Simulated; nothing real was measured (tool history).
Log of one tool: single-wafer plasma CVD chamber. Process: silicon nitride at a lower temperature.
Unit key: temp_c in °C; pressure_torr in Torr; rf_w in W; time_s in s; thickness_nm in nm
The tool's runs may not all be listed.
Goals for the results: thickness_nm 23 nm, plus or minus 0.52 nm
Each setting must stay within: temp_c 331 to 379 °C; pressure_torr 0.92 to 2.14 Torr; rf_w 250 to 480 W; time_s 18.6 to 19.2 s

{"run": 1, "hour": 0.0, "temp_c": 355, "pressure_torr": 1.53, "rf_w": 365, "time_s": 18.6, "thickness_nm": 26.38}
{"run": 2, "hour": 4.7, "temp_c": 355, "pressure_torr": 1.53, "rf_w": 365, "time_s": 18.6, "thickness_nm": 26.422}
{"run": 3, "hour": 11.0, "temp_c": 355, "pressure_torr": 1.66, "rf_w": 365, "time_s": 18.6, "thickness_nm": 26.955}
{"run": 4, "hour": 16.9, "temp_c": 349, "pressure_torr": 1.66, "rf_w": 365, "time_s": 18.6, "thickness_nm": 27.253}
{"run": 5, "hour": 20.0, "temp_c": 349, "pressure_torr": 1.55, "rf_w": 360, "time_s": 18.6, "thickness_nm": 26.489}
{"run": 6, "hour": 24.6, "temp_c": 349, "pressure_torr": 1.46, "rf_w": 355, "time_s": 18.6, "thickness_nm": 25.627}
{"run": 7, "hour": 33.5, "temp_c": 349, "pressure_torr": 1.46, "rf_w": 355, "time_s": 18.6, "thickness_nm": 25.762}
{"run": 8, "hour": 39.2, "temp_c": 349, "pressure_torr": 1.38, "rf_w": 350, "time_s": 18.6, "thickness_nm": 25.068}
{"run": 9, "hour": 41.4, "temp_c": 349, "pressure_torr": 1.32, "rf_w": 345, "time_s": 18.6, "thickness_nm": 24.529}
{"run": 10, "hour": 47.7, "temp_c": 349, "pressure_torr": 1.28, "rf_w": 345, "time_s": 18.6, "thickness_nm": 24.224}

Below are 4 possible settings for the next run. Only one of them brings all results inside the allowed miss of their targets. Which is it?
{"run": "A", "hour": 54.0, "temp_c": 337, "pressure_torr": 1.28, "rf_w": 345, "time_s": 18.6, "thickness_nm": "?"}
{"run": "B", "hour": 54.0, "temp_c": 349, "pressure_torr": 1.28, "rf_w": 330, "time_s": 19.2, "thickness_nm": "?"}
{"run": "C", "hour": 54.0, "temp_c": 346, "pressure_torr": 1.16, "rf_w": 335, "time_s": 18.6, "thickness_nm": "?"}
{"run": "D", "hour": 54.0, "temp_c": 343, "pressure_torr": 1.42, "rf_w": 335, "time_s": 18.6, "thickness_nm": "?"}

move=A thickness_nm=24.263
move=B thickness_nm=24.262
move=C thickness_nm=23.076
move=D thickness_nm=24.493
A: no better and no worse than the last run
B: no better and no worse than the last run
C: each result inside its tolerance
D: further off than the last run
Answer: C
